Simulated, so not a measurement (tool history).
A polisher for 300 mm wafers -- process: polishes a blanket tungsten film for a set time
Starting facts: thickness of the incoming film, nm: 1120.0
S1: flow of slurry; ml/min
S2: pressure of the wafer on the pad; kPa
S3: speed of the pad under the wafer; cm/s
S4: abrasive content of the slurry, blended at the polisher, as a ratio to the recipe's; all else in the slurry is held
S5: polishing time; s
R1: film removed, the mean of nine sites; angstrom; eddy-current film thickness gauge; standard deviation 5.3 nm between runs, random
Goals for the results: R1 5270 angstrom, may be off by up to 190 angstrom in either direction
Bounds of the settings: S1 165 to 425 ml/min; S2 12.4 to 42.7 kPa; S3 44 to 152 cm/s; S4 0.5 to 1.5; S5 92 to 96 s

Run 1, hour 0: S1 275 ml/min, S2 27.6 kPa, S3 98 cm/s, S4 1, S5 92 s. Result: R1 3927.3 angstrom.
Run 2, hour 0.7: S1 305 ml/min, S2 27.6 kPa, S3 98 cm/s, S4 1, S5 92 s. Result: R1 3993 angstrom.
Run 3, hour 2.5: S1 305 ml/min, S2 22.1 kPa, S3 98 cm/s, S4 1, S5 92 s. Result: R1 3154.8 angstrom.
Run 4, hour 6.4: S1 280 ml/min, S2 22.1 kPa, S3 98 cm/s, S4 1, S5 92 s. Result: R1 3147.9 angstrom.
Run 5, hour 11.6: S1 280 ml/min, S2 22.1 kPa, S3 98 cm/s, S4 1, S5 96 s. Result: R1 3255.4 angstrom.
Run 6, hour 13.6: S1 280 ml/min, S2 19.3 kPa, S3 98 cm/s, S4 1, S5 96 s. Result: R1 2866.7 angstrom.
Run 7, hour 15.3: S1 285 ml/min, S2 22.1 kPa, S3 98 cm/s, S4 1, S5 96 s. Result: R1 3278.9 angstrom.
Run 8, hour 20.5: S1 290 ml/min, S2 24.1 kPa, S3 98 cm/s, S4 1, S5 96 s. Result: R1 3640.5 angstrom.
Run 9, hour 26.7: S1 290 ml/min, S2 24.1 kPa, S3 98 cm/s, S4 1, S5 96 s. Result: R1 3596 angstrom.
Run 10, hour 30.9: S1 295 ml/min, S2 26.2 kPa, S3 98 cm/s, S4 1, S5 96 s. Result: R1 3897.8 angstrom.
Run 11, hour 35.4: S1 295 ml/min, S2 27.6 kPa, S3 98 cm/s, S4 1, S5 96 s. Result: R1 4036.7 angstrom.

Of the 4 settings listed for the next run, only one would bring every result within its allowed miss of target. Which one?
Run A, hour 39.9: S1 165 ml/min, S2 22.1 kPa, S3 90 cm/s, S4 0.9, S5 92 s. Result: R1 ?.
Run B, hour 39.9: S1 255 ml/min, S2 29.6 kPa, S3 110 cm/s, S4 1.05, S5 96 s. Result: R1 ?.
Run C, hour 39.9: S1 245 ml/min, S2 35.2 kPa, S3 100 cm/s, S4 1.1, S5 95 s. Result: R1 ?.
Run D, hour 39.9: S1 275 ml/min, S2 24.1 kPa, S3 130 cm/s, S4 1.05, S5 96 s. Result: R1 ?.

move      R1
   A  2661.7
   B    4883
   C  5271.3
   D  4690.4
A: misses by more than the last run did
B: gains on the last run, yet a result remains outside its allowed miss
C: every result lands within tolerance
D: gains on the last run, yet a result remains outside its allowed miss
The move that meets every target is C.
